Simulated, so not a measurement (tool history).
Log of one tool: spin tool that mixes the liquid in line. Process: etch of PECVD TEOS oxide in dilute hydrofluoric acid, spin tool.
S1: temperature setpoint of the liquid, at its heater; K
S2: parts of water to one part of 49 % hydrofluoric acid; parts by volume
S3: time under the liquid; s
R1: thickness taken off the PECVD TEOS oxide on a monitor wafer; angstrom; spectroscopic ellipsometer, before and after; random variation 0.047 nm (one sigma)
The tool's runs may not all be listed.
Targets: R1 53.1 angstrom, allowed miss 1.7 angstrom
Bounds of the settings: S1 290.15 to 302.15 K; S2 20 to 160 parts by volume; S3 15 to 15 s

| run | day | S1 | S2 | S3 | R1 |
|---|---|---|---|---|---|
| 1 | 0 | 294.15 | 90 | 15 | 28.536 |
| 2 | 0.225 | 296.15 | 85 | 15 | 32.981 |
| 3 | 0.433 | 293.15 | 85 | 15 | 29.266 |
| 4 | 0.542 | 296.15 | 85 | 15 | 33.008 |
| 5 | 0.738 | 296.15 | 85 | 15 | 33.139 |
| 6 | 0.904 | 298.65 | 85 | 15 | 36.791 |
| 7 | 0.962 | 299.65 | 80 | 15 | 40.273 |
| 8 | 1.138 | 300.15 | 75 | 15 | 44.502 |
| 9 | 1.483 | 300.65 | 75 | 15 | 45.432 |
| 10 | 1.617 | 301.15 | 75 | 15 | 45.997 |
| 11 | 1.958 | 301.65 | 70 | 15 | 51.091 |

Which of these 4 next moves meets every target?
| A | 2.3 | 300.65 | 65 | 15 | ? |
| B | 2.3 | 302.15 | 65 | 15 | ? |
| C | 2.3 | 300.65 | 70 | 15 | ? |
| D | 2.3 | 295.15 | 50 | 15 | ? |

| move | R1 |
|---|---|
| A | 52.936 |
| B | 56.147 |
| C | 48.81 |
| D | 56.141 |
A: meets every target
B: takes the result that was furthest off past its target
C: further off than the last run
D: takes the result that was furthest off past its target
Move A is the one to make.

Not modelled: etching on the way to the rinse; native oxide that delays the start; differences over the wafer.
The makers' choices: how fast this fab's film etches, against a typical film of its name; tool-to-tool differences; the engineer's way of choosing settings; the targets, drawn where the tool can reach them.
